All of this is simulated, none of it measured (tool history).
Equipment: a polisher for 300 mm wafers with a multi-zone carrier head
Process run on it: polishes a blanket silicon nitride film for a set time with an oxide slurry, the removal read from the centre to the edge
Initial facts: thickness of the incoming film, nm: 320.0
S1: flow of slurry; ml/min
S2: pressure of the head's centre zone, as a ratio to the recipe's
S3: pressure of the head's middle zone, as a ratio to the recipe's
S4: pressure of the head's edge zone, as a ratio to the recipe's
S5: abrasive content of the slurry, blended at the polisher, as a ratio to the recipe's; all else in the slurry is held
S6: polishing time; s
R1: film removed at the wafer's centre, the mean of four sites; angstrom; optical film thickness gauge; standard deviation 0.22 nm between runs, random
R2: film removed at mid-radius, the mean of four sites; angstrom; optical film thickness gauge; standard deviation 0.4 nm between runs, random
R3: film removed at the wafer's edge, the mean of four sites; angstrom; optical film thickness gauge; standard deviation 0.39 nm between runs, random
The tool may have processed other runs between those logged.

run	day	S1	S2	S3	S4	S5	S6	R1	R2	R3
1	0	200	1	1	1	1	47	264.62	262.86	271.67
2	0.196	200	1	1	1	1.1	47	281.65	287.62	290.41
3	0.25	200	1	1	1.03	1.1	47	283.83	285.99	301.07
4	0.342	205	1	1.01	1.03	1.1	47	284.71	283.88	291.36
5	0.408	205	1	1.02	1.03	1.1	47	279.43	291.04	295.88
6	0.625	180	1	1.02	1.03	1.1	47	281	287.13	289.99

For run 7, what comes out?
7	0.933	185	1	1.03	1.04	1.1	47	?	?	?

R1: 284.04 angstrom
R2: 285.48 angstrom
R3: 295.76 angstrom
